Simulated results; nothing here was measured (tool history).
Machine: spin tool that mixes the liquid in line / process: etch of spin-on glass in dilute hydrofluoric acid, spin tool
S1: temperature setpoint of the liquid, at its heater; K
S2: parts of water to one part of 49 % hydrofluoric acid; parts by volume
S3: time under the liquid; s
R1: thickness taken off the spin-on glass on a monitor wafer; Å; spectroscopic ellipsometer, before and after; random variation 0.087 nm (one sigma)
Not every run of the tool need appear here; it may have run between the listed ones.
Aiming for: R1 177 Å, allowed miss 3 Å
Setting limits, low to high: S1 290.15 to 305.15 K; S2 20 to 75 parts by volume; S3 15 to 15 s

{"run": 1, "hour": 0.0, "S1": 297.15, "S2": 45, "S3": 15, "R1": 102.31}
{"run": 2, "hour": 7.5, "S1": 295.65, "S2": 45, "S3": 15, "R1": 95.766}
{"run": 3, "hour": 14.1, "S1": 295.65, "S2": 40, "S3": 15, "R1": 108.57}
{"run": 4, "hour": 17.2, "S1": 297.15, "S2": 40, "S3": 15, "R1": 115.39}
{"run": 5, "hour": 20.4, "S1": 298.15, "S2": 40, "S3": 15, "R1": 121.15}
{"run": 6, "hour": 23.3, "S1": 299.15, "S2": 40, "S3": 15, "R1": 126.34}
{"run": 7, "hour": 23.8, "S1": 300.15, "S2": 40, "S3": 15, "R1": 130.92}
{"run": 8, "hour": 25.2, "S1": 301.15, "S2": 40, "S3": 15, "R1": 135.34}
{"run": 9, "hour": 29.2, "S1": 301.65, "S2": 40, "S3": 15, "R1": 139.39}
{"run": 10, "hour": 34.5, "S1": 302.15, "S2": 40, "S3": 15, "R1": 141.02}
{"run": 11, "hour": 35.4, "S1": 302.65, "S2": 40, "S3": 15, "R1": 144.88}
{"run": 12, "hour": 40.5, "S1": 303.15, "S2": 40, "S3": 15, "R1": 147.05}
{"run": 13, "hour": 47.3, "S1": 303.65, "S2": 40, "S3": 15, "R1": 150.52}
{"run": 14, "hour": 50.5, "S1": 305.15, "S2": 35, "S3": 15, "R1": 184.63}
{"run": 15, "hour": 53.7, "S1": 304.65, "S2": 35, "S3": 15, "R1": 181.77}

Which one of the following 4 next-run settings gets every result inside its allowed miss? There is exactly one.
{"run": "A", "hour": 56.9, "S1": 304.15, "S2": 35, "S3": 15, "R1": "?"}
{"run": "B", "hour": 56.9, "S1": 301.15, "S2": 30, "S3": 15, "R1": "?"}
{"run": "C", "hour": 56.9, "S1": 305.15, "S2": 35, "S3": 15, "R1": "?"}
{"run": "D", "hour": 56.9, "S1": 303.15, "S2": 35, "S3": 15, "R1": "?"}

move=A R1=176.72
move=B R1=184.25
move=C R1=183.82
move=D R1=169.85
A: all results land within tolerance of their targets
B: misses by more than the last run did
C: misses by more than the last run did
D: takes the result that was furthest off past its target
A is the move that brings every result within its allowed miss.
